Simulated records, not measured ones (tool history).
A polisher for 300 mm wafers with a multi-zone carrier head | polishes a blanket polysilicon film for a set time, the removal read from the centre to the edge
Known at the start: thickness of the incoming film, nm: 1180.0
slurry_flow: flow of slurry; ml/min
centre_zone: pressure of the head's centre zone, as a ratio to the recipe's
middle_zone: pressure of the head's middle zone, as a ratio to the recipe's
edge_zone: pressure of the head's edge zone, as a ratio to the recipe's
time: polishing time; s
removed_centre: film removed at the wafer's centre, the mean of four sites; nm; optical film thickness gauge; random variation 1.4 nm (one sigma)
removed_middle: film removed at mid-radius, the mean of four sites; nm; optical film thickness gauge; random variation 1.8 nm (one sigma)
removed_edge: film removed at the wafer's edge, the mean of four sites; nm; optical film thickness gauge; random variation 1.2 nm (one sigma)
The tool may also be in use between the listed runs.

| run | hour | slurry_flow | centre_zone | middle_zone | edge_zone | time | removed_centre | removed_middle | removed_edge |
|---|---|---|---|---|---|---|---|---|---|
| 1 | 0 | 120 | 1 | 1 | 1 | 59 | 277.31 | 275.89 | 265.18 |
| 2 | 1.2 | 115 | 0.99 | 0.98 | 0.98 | 54 | 246.9 | 243.44 | 236.72 |
| 3 | 8.1 | 115 | 0.99 | 0.98 | 0.98 | 65 | 302.88 | 292.43 | 286.33 |
| 4 | 13.7 | 110 | 0.98 | 0.96 | 0.96 | 60 | 270.31 | 266.4 | 256.03 |
| 5 | 19 | 110 | 0.98 | 1.03 | 0.96 | 60 | 269.33 | 282.07 | 259.02 |
| 6 | 27.9 | 105 | 0.97 | 1 | 0.95 | 55 | 245.18 | 242.53 | 236.58 |
| 7 | 35.2 | 105 | 0.96 | 0.99 | 0.94 | 51 | 220.46 | 231.12 | 214.61 |
| 8 | 37.5 | 100 | 0.96 | 0.96 | 0.94 | 48 | 207.14 | 204.09 | 198.8 |
| 9 | 42 | 95 | 0.94 | 0.94 | 0.93 | 46 | 184.64 | 192.63 | 190.14 |
| 10 | 51 | 95 | 0.94 | 0.92 | 0.92 | 44 | 181.51 | 184.15 | 179.93 |

Forecast run 11:
| 11 | 57.8 | 90 | 0.94 | 0.9 | 0.92 | 43 | ? | ? | ? |

{"run 11": {"removed_centre": 171.16, "removed_middle": 174.34, "removed_edge": 172.49}}

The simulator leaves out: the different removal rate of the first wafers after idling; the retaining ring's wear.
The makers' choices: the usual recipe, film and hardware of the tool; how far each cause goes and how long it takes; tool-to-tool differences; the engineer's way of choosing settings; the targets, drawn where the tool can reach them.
